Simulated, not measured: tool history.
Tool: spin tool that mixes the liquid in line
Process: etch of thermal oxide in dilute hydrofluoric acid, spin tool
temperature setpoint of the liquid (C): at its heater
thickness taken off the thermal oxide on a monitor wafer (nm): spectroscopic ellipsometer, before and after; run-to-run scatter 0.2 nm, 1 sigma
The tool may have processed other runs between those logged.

| run | hour | temperature setpoint of the liquid (C) | parts of water to one part of 49 % hydrofluoric acid (parts by volume) | time under the liquid (s) | thickness taken off the thermal oxide on a monitor wafer (nm) |
|---|---|---|---|---|---|
| 1 | 0.0 | 25.0 | 90 | 285 | 14.832 |
| 2 | 2.9 | 26.0 | 85 | 285 | 16.711 |
| 3 | 4.5 | 27.0 | 80 | 285 | 18.432 |
| 4 | 6.4 | 27.0 | 50 | 285 | 30.925 |
| 5 | 7.9 | 27.0 | 75 | 285 | 19.729 |
| 6 | 14.5 | 25.5 | 75 | 285 | 18.615 |

For run 7, what comes out?
|  | 17.0 | hydrofluoric acid flow meter replaced |
| 7 | 17.0 | 26.5 | 75 | 285 | ? |

Run 7 yielded thickness taken off the thermal oxide on a monitor wafer (nm) 20.627.
